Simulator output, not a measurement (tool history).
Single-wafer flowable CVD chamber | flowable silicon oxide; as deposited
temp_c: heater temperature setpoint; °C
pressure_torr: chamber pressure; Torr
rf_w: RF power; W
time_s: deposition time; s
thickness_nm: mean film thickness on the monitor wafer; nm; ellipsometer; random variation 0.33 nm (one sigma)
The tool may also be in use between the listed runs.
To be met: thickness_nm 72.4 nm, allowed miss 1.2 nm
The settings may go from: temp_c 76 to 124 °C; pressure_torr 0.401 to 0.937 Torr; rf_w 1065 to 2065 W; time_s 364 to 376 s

{"run": 1, "hour": 0.0, "temp_c": 100, "pressure_torr": 0.669, "rf_w": 1565, "time_s": 364, "thickness_nm": 148.03}
{"run": 2, "hour": 5.9, "temp_c": 102, "pressure_torr": 0.669, "rf_w": 1565, "time_s": 364, "thickness_nm": 137.64}
{"run": 3, "hour": 7.5, "temp_c": 94, "pressure_torr": 0.669, "rf_w": 1565, "time_s": 364, "thickness_nm": 185.97}
{"run": 4, "hour": 12.0, "temp_c": 97, "pressure_torr": 0.669, "rf_w": 1565, "time_s": 364, "thickness_nm": 167.49}
{"run": 5, "hour": 15.7, "temp_c": 100, "pressure_torr": 0.669, "rf_w": 1565, "time_s": 364, "thickness_nm": 148.24}
{"run": 6, "hour": 20.9, "temp_c": 100, "pressure_torr": 0.669, "rf_w": 1750, "time_s": 364, "thickness_nm": 152.8}
{"run": 7, "hour": 25.7, "temp_c": 112, "pressure_torr": 0.667, "rf_w": 1750, "time_s": 364, "thickness_nm": 98.732}
{"run": 8, "hour": 29.1, "temp_c": 113, "pressure_torr": 0.667, "rf_w": 1750, "time_s": 364, "thickness_nm": 95.826}
{"run": 9, "hour": 37.4, "temp_c": 114, "pressure_torr": 0.667, "rf_w": 1750, "time_s": 364, "thickness_nm": 93.456}
{"run": 10, "hour": 40.0, "temp_c": 115, "pressure_torr": 0.667, "rf_w": 1750, "time_s": 364, "thickness_nm": 89.836}
{"run": 11, "hour": 41.5, "temp_c": 116, "pressure_torr": 0.667, "rf_w": 1750, "time_s": 364, "thickness_nm": 87.116}
{"run": 12, "hour": 48.2, "temp_c": 117, "pressure_torr": 0.667, "rf_w": 1750, "time_s": 364, "thickness_nm": 84.968}
{"run": 13, "hour": 49.5, "temp_c": 118, "pressure_torr": 0.667, "rf_w": 1750, "time_s": 364, "thickness_nm": 81.677}
{"run": 14, "hour": 52.1, "temp_c": 120, "pressure_torr": 0.667, "rf_w": 1750, "time_s": 364, "thickness_nm": 76.565}
{"run": 15, "hour": 54.9, "temp_c": 121, "pressure_torr": 0.667, "rf_w": 1750, "time_s": 364, "thickness_nm": 74.471}
{"run": 16, "hour": 62.8, "temp_c": 121, "pressure_torr": 0.667, "rf_w": 1750, "time_s": 364, "thickness_nm": 74.648}

Which of these 4 next moves meets every target?
{"run": "A", "hour": 70.7, "temp_c": 123, "pressure_torr": 0.725, "rf_w": 1635, "time_s": 364, "thickness_nm": "?"}
{"run": "B", "hour": 70.7, "temp_c": 119, "pressure_torr": 0.608, "rf_w": 1770, "time_s": 364, "thickness_nm": "?"}
{"run": "C", "hour": 70.7, "temp_c": 120, "pressure_torr": 0.653, "rf_w": 1785, "time_s": 371, "thickness_nm": "?"}
{"run": "D", "hour": 70.7, "temp_c": 122, "pressure_torr": 0.697, "rf_w": 1710, "time_s": 376, "thickness_nm": "?"}

move=A thickness_nm=74.957
move=B thickness_nm=72.992
move=C thickness_nm=77.471
move=D thickness_nm=77.765
A: further off than the last run
B: meets every target
C: further off than the last run
D: further off than the last run
Move B is the one to make.
